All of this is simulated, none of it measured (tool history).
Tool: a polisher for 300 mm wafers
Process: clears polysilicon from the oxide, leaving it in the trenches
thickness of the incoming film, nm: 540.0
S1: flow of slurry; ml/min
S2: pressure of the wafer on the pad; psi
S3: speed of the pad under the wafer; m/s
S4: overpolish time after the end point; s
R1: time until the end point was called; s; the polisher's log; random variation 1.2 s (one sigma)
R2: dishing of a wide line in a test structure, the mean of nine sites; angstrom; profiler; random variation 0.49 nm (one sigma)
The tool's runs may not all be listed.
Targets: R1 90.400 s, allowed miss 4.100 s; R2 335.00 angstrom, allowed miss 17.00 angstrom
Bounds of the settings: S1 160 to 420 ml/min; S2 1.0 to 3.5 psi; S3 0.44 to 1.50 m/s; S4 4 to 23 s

{"run": 1, "hour": 0.0, "S1": 270, "S2": 2.2, "S3": 0.96, "S4": 12, "R1": 52.937, "R2": 477.95}
{"run": 2, "hour": 4.3, "S1": 270, "S2": 1.9, "S3": 0.94, "S4": 9, "R1": 62.365, "R2": 401.88}
{"run": 3, "hour": 13.3, "S1": 270, "S2": 1.9, "S3": 1.12, "S4": 9, "R1": 53.545, "R2": 423.38}
{"run": 4, "hour": 17.6, "S1": 205, "S2": 1.9, "S3": 1.12, "S4": 9, "R1": 56.196, "R2": 413.9}
{"run": 5, "hour": 24.6, "S1": 205, "S2": 1.9, "S3": 1.12, "S4": 4, "R1": 53.637, "R2": 270.85}
{"run": 6, "hour": 27.8, "S1": 205, "S2": 1.9, "S3": 1.12, "S4": 7, "R1": 54.493, "R2": 389.57}
{"run": 7, "hour": 29.4, "S1": 200, "S2": 1.6, "S3": 1.08, "S4": 6, "R1": 68.089, "R2": 308.11}
{"run": 8, "hour": 35.9, "S1": 200, "S2": 1.6, "S3": 1.08, "S4": 6, "R1": 68.145, "R2": 314.39}
{"run": 9, "hour": 40.5, "S1": 195, "S2": 1.5, "S3": 1.08, "S4": 7, "R1": 71.8, "R2": 332.74}
{"run": 10, "hour": 46.6, "S1": 195, "S2": 1.4, "S3": 1.08, "S4": 7, "R1": 77.88, "R2": 317.67}
{"run": 11, "hour": 55.6, "S1": 195, "S2": 1.3, "S3": 1.08, "S4": 7, "R1": 81.166, "R2": 294.67}
{"run": 12, "hour": 59.6, "S1": 195, "S2": 1.2, "S3": 1.02, "S4": 13, "R1": 91.853, "R2": 392.36}
{"run": 13, "hour": 60.4, "S1": 195, "S2": 1.2, "S3": 1.02, "S4": 12, "R1": 95.167, "R2": 385.85}
{"run": 14, "hour": 68.8, "S1": 195, "S2": 1.2, "S3": 1.02, "S4": 11, "R1": 93.22, "R2": 371.58}

5 next moves are on the table. One of them brings every result within its allowed miss. Which?
{"run": "A", "hour": 77.2, "S1": 220, "S2": 1.6, "S3": 0.72, "S4": 10, "R1": "?", "R2": "?"}
{"run": "B", "hour": 77.2, "S1": 200, "S2": 1.2, "S3": 0.94, "S4": 12, "R1": "?", "R2": "?"}
{"run": "C", "hour": 77.2, "S1": 230, "S2": 1.1, "S3": 1.12, "S4": 9, "R1": "?", "R2": "?"}
{"run": "D", "hour": 77.2, "S1": 205, "S2": 1.3, "S3": 1.02, "S4": 12, "R1": "?", "R2": "?"}
{"run": "E", "hour": 77.2, "S1": 215, "S2": 1.3, "S3": 0.84, "S4": 17, "R1": "?", "R2": "?"}

move=A R1=99.463 R2=335.76
move=B R1=102.570 R2=365.20
move=C R1=92.070 R2=330.27
move=D R1=87.498 R2=395.26
move=E R1=104.880 R2=425.00
A: brings the result that was furthest off to its target, and leaves another outside
B: further off than the last run
C: meets every target
D: further off than the last run
E: further off than the last run
Move C is the one to make.

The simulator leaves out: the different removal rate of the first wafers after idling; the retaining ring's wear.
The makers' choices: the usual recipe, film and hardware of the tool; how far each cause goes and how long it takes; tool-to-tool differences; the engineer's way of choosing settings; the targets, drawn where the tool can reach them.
